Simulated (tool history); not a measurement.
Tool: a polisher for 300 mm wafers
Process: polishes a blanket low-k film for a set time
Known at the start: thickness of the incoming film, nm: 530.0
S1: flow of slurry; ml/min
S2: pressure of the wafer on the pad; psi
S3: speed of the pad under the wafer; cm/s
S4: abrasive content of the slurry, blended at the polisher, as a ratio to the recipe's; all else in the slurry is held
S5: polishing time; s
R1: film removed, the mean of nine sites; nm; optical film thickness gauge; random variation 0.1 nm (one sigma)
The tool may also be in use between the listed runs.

run	day	S1	S2	S3	S4	S5	R1
1	0.000	305	1.5	122	1.0	56	20.080
2	0.196	305	1.3	122	1.0	56	17.510
3	0.321	305	1.3	122	1.0	56	17.717
4	0.362	305	1.2	122	1.0	56	16.547
# day 0.679: conditioning disc replaced and pad reconditioned
5	0.679	245	1.2	122	1.0	56	18.569
6	0.812	245	1.2	144	1.0	56	20.490
7	1.050	290	1.1	144	1.0	56	19.319
8	1.233	320	1.0	140	1.0	56	17.594
9	1.588	335	0.9	136	1.0	56	15.427
10	1.950	355	0.9	136	1.0	56	15.714
11	2.133	285	0.7	128	1.0	56	11.581

Run 12 comes next. What will it give?
12	2.433	285	0.8	128	1.0	56	?

{"run 12": {"R1": 13.168}}
